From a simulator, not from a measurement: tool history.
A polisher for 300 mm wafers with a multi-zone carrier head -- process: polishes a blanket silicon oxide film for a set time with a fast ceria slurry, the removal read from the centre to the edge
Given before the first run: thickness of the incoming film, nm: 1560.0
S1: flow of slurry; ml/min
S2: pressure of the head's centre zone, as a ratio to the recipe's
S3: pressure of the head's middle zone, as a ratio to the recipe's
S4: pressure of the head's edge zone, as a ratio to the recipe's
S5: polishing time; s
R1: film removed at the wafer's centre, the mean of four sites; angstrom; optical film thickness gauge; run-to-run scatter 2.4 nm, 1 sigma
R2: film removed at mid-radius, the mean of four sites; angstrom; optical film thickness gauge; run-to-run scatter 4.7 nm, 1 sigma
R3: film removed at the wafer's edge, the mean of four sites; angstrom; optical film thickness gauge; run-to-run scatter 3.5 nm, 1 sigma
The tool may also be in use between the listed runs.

{"run": 1, "hour": 0.0, "S1": 285, "S2": 1.0, "S3": 1.0, "S4": 1.0, "S5": 29, "R1": 6431.9, "R2": 6013.7, "R3": 5722.5}
{"run": 2, "hour": 5.0, "S1": 355, "S2": 1.0, "S3": 1.0, "S4": 1.0, "S5": 29, "R1": 6479.6, "R2": 6044.4, "R3": 5816.5}
{"run": 3, "hour": 7.5, "S1": 345, "S2": 0.99, "S3": 1.0, "S4": 0.96, "S5": 26, "R1": 5696.0, "R2": 5207.1, "R3": 5083.2}
{"run": 4, "hour": 9.3, "S1": 335, "S2": 0.99, "S3": 1.03, "S4": 0.92, "S5": 24, "R1": 5240.6, "R2": 5043.1, "R3": 4599.7}
{"run": 5, "hour": 15.1, "S1": 335, "S2": 0.99, "S3": 0.96, "S4": 0.92, "S5": 24, "R1": 5255.4, "R2": 4781.6, "R3": 4738.1}
{"run": 6, "hour": 20.4, "S1": 335, "S2": 0.99, "S3": 0.99, "S4": 0.92, "S5": 24, "R1": 5264.8, "R2": 4967.4, "R3": 4600.8}
{"run": 7, "hour": 24.3, "S1": 335, "S2": 0.99, "S3": 0.99, "S4": 0.9, "S5": 22, "R1": 4866.6, "R2": 4421.6, "R3": 4253.1}
{"run": 8, "hour": 25.4, "S1": 330, "S2": 0.99, "S3": 1.01, "S4": 0.88, "S5": 21, "R1": 4627.8, "R2": 4372.3, "R3": 3932.7}
{"run": 9, "hour": 33.9, "S1": 320, "S2": 0.99, "S3": 1.01, "S4": 0.86, "S5": 20, "R1": 4379.4, "R2": 4149.2, "R3": 3755.0}
{"run": 10, "hour": 35.4, "S1": 310, "S2": 1.02, "S3": 1.05, "S4": 0.81, "S5": 16, "R1": 3626.4, "R2": 3392.9, "R3": 2912.7}
{"run": 11, "hour": 38.1, "S1": 330, "S2": 1.02, "S3": 1.05, "S4": 0.82, "S5": 16, "R1": 3662.8, "R2": 3435.0, "R3": 2939.0}
{"run": 12, "hour": 38.9, "S1": 335, "S2": 1.02, "S3": 1.05, "S4": 0.84, "S5": 16, "R1": 3623.4, "R2": 3398.2, "R3": 2969.2}
{"run": 13, "hour": 46.1, "S1": 365, "S2": 1.05, "S3": 1.12, "S4": 0.91, "S5": 17, "R1": 3967.2, "R2": 3847.6, "R3": 3233.8}
{"run": 14, "hour": 54.4, "S1": 360, "S2": 1.05, "S3": 1.11, "S4": 0.91, "S5": 17, "R1": 4016.6, "R2": 3734.3, "R3": 3275.2}

Run 15, settings as shown, results not yet in. Your forecast:
{"hour": 63.2, "done": "centre zone pressure recalibrated"}
{"run": 15, "hour": 63.2, "S1": 340, "S2": 1.02, "S3": 1.12, "S4": 0.88, "S5": 17, "R1": "?", "R2": "?", "R3": "?"}

R1: 3572.0 angstrom
R2: 3805.2 angstrom
R3: 3232.0 angstrom
